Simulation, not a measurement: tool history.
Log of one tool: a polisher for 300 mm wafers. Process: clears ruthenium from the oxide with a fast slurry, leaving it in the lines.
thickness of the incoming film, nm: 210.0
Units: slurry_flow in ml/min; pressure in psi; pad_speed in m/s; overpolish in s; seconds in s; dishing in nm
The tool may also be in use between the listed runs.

run,day,slurry_flow,pressure,pad_speed,slurry_solids,overpolish,seconds,dishing
1,0.000,305,3.5,0.96,1.00,17,41.764,60.453
2,0.371,305,3.5,0.96,1.10,17,39.600,62.725
3,0.638,340,3.5,0.96,1.10,17,39.469,63.267
4,0.900,340,3.5,0.96,1.30,17,36.616,67.593
5,1.154,340,3.5,0.96,1.30,14,36.232,57.619
6,1.279,340,3.5,0.96,1.45,14,34.497,60.203
7,1.617,340,3.5,0.96,1.45,17,34.632,70.211
8,1.929,340,3.5,0.96,1.45,17,34.571,68.884
9,2.000,335,3.6,0.96,1.45,19,34.286,75.581

Run 10 comes next. What will it give?
10,2.254,335,3.7,0.96,1.45,21,?,?

{"run 10": {"seconds": 33.69, "dishing": 86.165}}

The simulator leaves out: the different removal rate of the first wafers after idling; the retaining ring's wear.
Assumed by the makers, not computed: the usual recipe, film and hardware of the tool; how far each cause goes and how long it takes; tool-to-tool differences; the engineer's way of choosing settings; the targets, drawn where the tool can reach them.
